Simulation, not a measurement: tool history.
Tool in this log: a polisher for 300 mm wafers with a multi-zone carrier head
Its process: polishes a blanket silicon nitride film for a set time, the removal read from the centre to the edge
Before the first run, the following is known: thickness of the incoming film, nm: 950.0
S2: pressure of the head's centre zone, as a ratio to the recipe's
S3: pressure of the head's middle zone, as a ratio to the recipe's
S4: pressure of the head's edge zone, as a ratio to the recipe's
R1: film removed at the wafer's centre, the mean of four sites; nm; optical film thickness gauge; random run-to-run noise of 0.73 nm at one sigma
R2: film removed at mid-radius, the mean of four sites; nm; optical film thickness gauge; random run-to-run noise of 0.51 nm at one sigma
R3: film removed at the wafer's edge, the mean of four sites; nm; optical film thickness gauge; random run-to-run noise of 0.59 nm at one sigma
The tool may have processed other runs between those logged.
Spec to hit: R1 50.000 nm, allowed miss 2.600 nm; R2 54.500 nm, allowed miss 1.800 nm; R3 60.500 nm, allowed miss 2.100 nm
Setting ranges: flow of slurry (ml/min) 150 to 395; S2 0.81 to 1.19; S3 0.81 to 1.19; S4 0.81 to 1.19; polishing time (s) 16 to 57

Run 1, day 0.000: flow of slurry (ml/min) 250, S2 1.00, S3 1.00, S4 1.00, polishing time (s) 36. Result: R1 78.919 nm, R2 83.052 nm, R3 83.617 nm.
Run 2, day 0.275: flow of slurry (ml/min) 250, S2 1.00, S3 0.96, S4 1.00, polishing time (s) 36. Result: R1 80.173 nm, R2 80.721 nm, R3 82.421 nm.
Run 3, day 0.379: flow of slurry (ml/min) 250, S2 1.00, S3 0.96, S4 1.00, polishing time (s) 44. Result: R1 100.480 nm, R2 99.272 nm, R3 100.200 nm.
Run 4, day 0.508: flow of slurry (ml/min) 250, S2 0.93, S3 0.96, S4 1.00, polishing time (s) 44. Result: R1 91.154 nm, R2 96.335 nm, R3 100.350 nm.
Run 5, day 0.629: flow of slurry (ml/min) 245, S2 0.92, S3 0.95, S4 0.98, polishing time (s) 42. Result: R1 85.917 nm, R2 92.373 nm, R3 95.001 nm.
Run 6, day 0.808: flow of slurry (ml/min) 245, S2 0.84, S3 0.95, S4 0.98, polishing time (s) 42. Result: R1 78.929 nm, R2 93.631 nm, R3 94.561 nm.
Run 7, day 1.054: flow of slurry (ml/min) 240, S2 0.84, S3 0.93, S4 0.98, polishing time (s) 40. Result: R1 75.077 nm, R2 85.113 nm, R3 88.324 nm.
Run 8, day 1.233: flow of slurry (ml/min) 235, S2 0.84, S3 0.92, S4 0.98, polishing time (s) 38. Result: R1 73.308 nm, R2 81.766 nm, R3 84.879 nm.
Run 9, day 1.346: flow of slurry (ml/min) 235, S2 0.84, S3 0.92, S4 0.98, polishing time (s) 38. Result: R1 71.682 nm, R2 82.072 nm, R3 84.228 nm.
Run 10, day 1.704: flow of slurry (ml/min) 235, S2 0.84, S3 0.91, S4 0.99, polishing time (s) 36. Result: R1 68.857 nm, R2 77.642 nm, R3 80.902 nm.
Run 11, day 1.825: flow of slurry (ml/min) 230, S2 0.84, S3 0.90, S4 1.00, polishing time (s) 34. Result: R1 65.922 nm, R2 70.221 nm, R3 74.673 nm.
Run 12, day 2.188: flow of slurry (ml/min) 230, S2 0.84, S3 0.91, S4 1.02, polishing time (s) 33. Result: R1 61.311 nm, R2 70.362 nm, R3 73.692 nm.
Run 13, day 2.562: flow of slurry (ml/min) 225, S2 0.84, S3 0.90, S4 1.03, polishing time (s) 32. Result: R1 59.979 nm, R2 67.527 nm, R3 72.691 nm.
Run 14, day 2.742: flow of slurry (ml/min) 220, S2 0.84, S3 0.89, S4 1.03, polishing time (s) 31. Result: R1 58.095 nm, R2 63.450 nm, R3 69.604 nm.
Run 15, day 2.979: flow of slurry (ml/min) 220, S2 0.84, S3 0.89, S4 1.03, polishing time (s) 31. Result: R1 58.492 nm, R2 63.951 nm, R3 70.476 nm.
Run 16, day 3.229: flow of slurry (ml/min) 195, S2 0.81, S3 0.84, S4 0.96, polishing time (s) 26. Result: R1 45.066 nm, R2 49.364 nm, R3 56.961 nm.
Run 17, day 3.254: flow of slurry (ml/min) 205, S2 0.81, S3 0.84, S4 0.97, polishing time (s) 26. Result: R1 45.399 nm, R2 50.977 nm, R3 57.269 nm.
Run 18, day 3.529: flow of slurry (ml/min) 210, S2 0.81, S3 0.84, S4 0.98, polishing time (s) 26. Result: R1 47.966 nm, R2 50.968 nm, R3 57.626 nm.
Run 19, day 3.892: flow of slurry (ml/min) 210, S2 0.81, S3 0.84, S4 0.99, polishing time (s) 26. Result: R1 46.006 nm, R2 50.732 nm, R3 57.922 nm.
Run 20, day 4.017: flow of slurry (ml/min) 215, S2 0.81, S3 0.84, S4 1.00, polishing time (s) 26. Result: R1 48.396 nm, R2 50.947 nm, R3 57.777 nm.
Run 21, day 4.267: flow of slurry (ml/min) 215, S2 0.81, S3 0.85, S4 1.01, polishing time (s) 26. Result: R1 47.561 nm, R2 51.135 nm, R3 57.720 nm.

Consider the 5 candidate settings below. Which is the only one whose results all fall within their allowed miss of target?
Run A, day 4.517: flow of slurry (ml/min) 315, S2 0.90, S3 0.81, S4 1.04, polishing time (s) 25. Result: R1 ?, R2 ?, R3 ?.
Run B, day 4.517: flow of slurry (ml/min) 150, S2 0.81, S3 0.97, S4 1.10, polishing time (s) 27. Result: R1 ?, R2 ?, R3 ?.
Run C, day 4.517: flow of slurry (ml/min) 345, S2 0.89, S3 0.92, S4 0.99, polishing time (s) 24. Result: R1 ?, R2 ?, R3 ?.
Run D, day 4.517: flow of slurry (ml/min) 210, S2 0.83, S3 0.88, S4 1.02, polishing time (s) 27. Result: R1 ?, R2 ?, R3 ?.
Run E, day 4.517: flow of slurry (ml/min) 325, S2 0.81, S3 1.06, S4 1.00, polishing time (s) 22. Result: R1 ?, R2 ?, R3 ?.

move      R1      R2      R3
   A  51.298  50.031  58.976
   B  44.414  55.810  59.579
   C  49.256  53.763  55.890
   D  48.805  54.976  60.820
   E  41.363  55.209  51.109
A: lands further from the targets than the last run did
B: corrects the largest miss of the last run, while another result sits out of spec
C: corrects the largest miss of the last run, while another result sits out of spec
D: hits every target within its allowed miss
E: corrects the largest miss of the last run, while another result sits out of spec
The move that meets every target is D.
